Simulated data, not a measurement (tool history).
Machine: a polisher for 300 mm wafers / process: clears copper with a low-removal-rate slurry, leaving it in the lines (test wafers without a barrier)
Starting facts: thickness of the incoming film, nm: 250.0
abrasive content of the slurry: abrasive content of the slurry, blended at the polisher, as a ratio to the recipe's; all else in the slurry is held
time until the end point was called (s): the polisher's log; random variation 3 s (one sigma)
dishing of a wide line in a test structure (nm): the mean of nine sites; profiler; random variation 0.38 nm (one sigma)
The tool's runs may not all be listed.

run	hour	flow of slurry (ml/min)	pressure of the wafer on the pad (kPa)	speed of the pad under the wafer (cm/s)	abrasive content of the slurry	overpolish time after the end point (s)	time until the end point was called (s)	dishing of a wide line in a test structure (nm)
1	0	235	20	100	1	25	105.64	43.025
2	3.1	235	19.3	100	1	23	108.54	39.374
3	7.8	235	18.6	100	1	22	106.23	37.573
4	9.9	180	18.6	100	1	22	109.93	37.662
5	17	180	17.9	98	1	21	117.08	33.5
6	26	215	17.9	98	1	21	113.45	35.405
7	27.3	215	17.2	96	1	20	117.55	33.248
# hour 34.4: worn pad replaced by a new one
8	34.4	215	16.5	94	1	19	115.74	31.587
9	37.9	215	15.9	90	1	18	126.01	27.601
10	39.8	215	15.2	90	1	18	131	27.294
11	44.2	215	14.5	90	1	18	130.03	26.548
12	47.9	215	14.5	90	1	18	128.94	26.21

Run 13 comes next. What will it give?
13	50.5	215	13.8	88	1	18	?	?

time until the end point was called (s): 134.1
dishing of a wide line in a test structure (nm): 24.849
